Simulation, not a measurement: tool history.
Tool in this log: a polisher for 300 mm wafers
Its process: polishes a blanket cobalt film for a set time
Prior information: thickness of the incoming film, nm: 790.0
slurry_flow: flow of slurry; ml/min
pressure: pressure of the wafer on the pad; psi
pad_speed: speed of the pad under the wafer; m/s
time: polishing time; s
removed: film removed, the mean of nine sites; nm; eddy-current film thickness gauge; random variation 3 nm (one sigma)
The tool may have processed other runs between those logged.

Run 1, day 0.000: slurry_flow 200 ml/min, pressure 1.9 psi, pad_speed 1.08 m/s, time 63 s. Result: removed 392.75 nm.
Run 2, day 0.200: slurry_flow 200 ml/min, pressure 1.8 psi, pad_speed 1.08 m/s, time 63 s. Result: removed 377.17 nm.
Run 3, day 0.521: slurry_flow 200 ml/min, pressure 2.2 psi, pad_speed 1.08 m/s, time 63 s. Result: removed 452.76 nm.
Run 4, day 0.596: slurry_flow 200 ml/min, pressure 2.4 psi, pad_speed 1.08 m/s, time 63 s. Result: removed 500.40 nm.
Run 5, day 0.621: slurry_flow 200 ml/min, pressure 2.2 psi, pad_speed 1.08 m/s, time 63 s. Result: removed 457.40 nm.
Run 6, day 0.867: slurry_flow 200 ml/min, pressure 2.2 psi, pad_speed 1.36 m/s, time 63 s. Result: removed 555.51 nm.
Run 7, day 1.004: slurry_flow 200 ml/min, pressure 1.9 psi, pad_speed 1.36 m/s, time 63 s. Result: removed 487.38 nm.

What will run 8 give?
Run 8, day 1.158: slurry_flow 200 ml/min, pressure 1.7 psi, pad_speed 1.36 m/s, time 63 s. Result: removed ?.

removed: 433.19 nm
